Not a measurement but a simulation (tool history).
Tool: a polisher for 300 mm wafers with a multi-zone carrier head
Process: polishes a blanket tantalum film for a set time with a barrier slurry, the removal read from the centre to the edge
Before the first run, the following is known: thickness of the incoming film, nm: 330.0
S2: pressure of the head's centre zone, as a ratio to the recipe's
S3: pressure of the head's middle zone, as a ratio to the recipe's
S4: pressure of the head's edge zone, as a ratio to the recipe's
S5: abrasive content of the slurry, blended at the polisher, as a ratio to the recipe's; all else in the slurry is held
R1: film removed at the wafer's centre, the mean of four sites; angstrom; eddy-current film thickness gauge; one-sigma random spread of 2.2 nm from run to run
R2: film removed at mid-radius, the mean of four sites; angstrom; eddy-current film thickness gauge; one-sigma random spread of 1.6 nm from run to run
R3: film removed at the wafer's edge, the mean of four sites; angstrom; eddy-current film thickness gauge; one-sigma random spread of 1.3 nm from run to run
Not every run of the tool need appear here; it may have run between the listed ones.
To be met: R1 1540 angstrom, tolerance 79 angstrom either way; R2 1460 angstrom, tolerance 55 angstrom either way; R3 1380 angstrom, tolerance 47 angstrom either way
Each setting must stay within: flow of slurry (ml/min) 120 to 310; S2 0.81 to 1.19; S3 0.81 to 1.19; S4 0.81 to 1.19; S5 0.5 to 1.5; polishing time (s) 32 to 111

{"run": 1, "hour": 0.0, "flow of slurry (ml/min)": 200, "S2": 1, "S3": 1, "S4": 1, "S5": 1, "polishing time (s)": 71, "R1": 927.21, "R2": 928.74, "R3": 913.44}
{"run": 2, "hour": 1.3, "flow of slurry (ml/min)": 200, "S2": 1.05, "S3": 1, "S4": 1, "S5": 1, "polishing time (s)": 71, "R1": 996.67, "R2": 905.19, "R3": 925.13}
{"run": 3, "hour": 3.3, "flow of slurry (ml/min)": 225, "S2": 1.05, "S3": 1, "S4": 1, "S5": 1, "polishing time (s)": 71, "R1": 1011.7, "R2": 939.65, "R3": 923.82}
{"run": 4, "hour": 6.3, "flow of slurry (ml/min)": 225, "S2": 1.06, "S3": 1.01, "S4": 1.01, "S5": 1.05, "polishing time (s)": 73, "R1": 1035.7, "R2": 1007.7, "R3": 969.58}
{"run": 5, "hour": 11.1, "flow of slurry (ml/min)": 225, "S2": 1.01, "S3": 1.01, "S4": 1.01, "S5": 1.05, "polishing time (s)": 73, "R1": 1009.9, "R2": 989.77, "R3": 968.79}
{"run": 6, "hour": 15.0, "flow of slurry (ml/min)": 225, "S2": 1.01, "S3": 1.06, "S4": 1.01, "S5": 1.05, "polishing time (s)": 73, "R1": 1003.2, "R2": 1047.5, "R3": 977.26}
{"run": 7, "hour": 22.3, "flow of slurry (ml/min)": 225, "S2": 1.03, "S3": 1.06, "S4": 1.02, "S5": 1.1, "polishing time (s)": 75, "R1": 1055, "R2": 1091.2, "R3": 1007.1}
{"run": 8, "hour": 24.9, "flow of slurry (ml/min)": 255, "S2": 1.12, "S3": 1.01, "S4": 1.11, "S5": 1.35, "polishing time (s)": 93, "R1": 1568, "R2": 1407.3, "R3": 1382.6}

Exercise: of the 5 proposed moves below, exactly one satisfies all targets within the stated allowed misses. Which move is it?
{"run": "A", "hour": 27.5, "flow of slurry (ml/min)": 195, "S2": 1.11, "S3": 0.91, "S4": 1.03, "S5": 1.5, "polishing time (s)": 97, "R1": "?", "R2": "?", "R3": "?"}
{"run": "B", "hour": 27.5, "flow of slurry (ml/min)": 270, "S2": 1.12, "S3": 1.07, "S4": 1.11, "S5": 1.45, "polishing time (s)": 91, "R1": "?", "R2": "?", "R3": "?"}
{"run": "C", "hour": 27.5, "flow of slurry (ml/min)": 235, "S2": 1.12, "S3": 0.95, "S4": 1.11, "S5": 1.3, "polishing time (s)": 97, "R1": "?", "R2": "?", "R3": "?"}
{"run": "D", "hour": 27.5, "flow of slurry (ml/min)": 250, "S2": 1.14, "S3": 0.97, "S4": 1.15, "S5": 1.4, "polishing time (s)": 92, "R1": "?", "R2": "?", "R3": "?"}
{"run": "E", "hour": 27.5, "flow of slurry (ml/min)": 265, "S2": 1.13, "S3": 0.96, "S4": 1.09, "S5": 1.3, "polishing time (s)": 93, "R1": "?", "R2": "?", "R3": "?"}

move=A R1=1566.2 R2=1294.1 R3=1402.7
move=B R1=1545.7 R2=1441.7 R3=1382.1
move=C R1=1572.9 R2=1330.3 R3=1418.2
move=D R1=1560.9 R2=1318.1 R3=1396.1
move=E R1=1546.5 R2=1305.5 R3=1365.6
A: moves away from the targets compared with the last run
B: all results land within tolerance of their targets
C: moves away from the targets compared with the last run
D: moves away from the targets compared with the last run
E: moves away from the targets compared with the last run
Move B is the one to make.
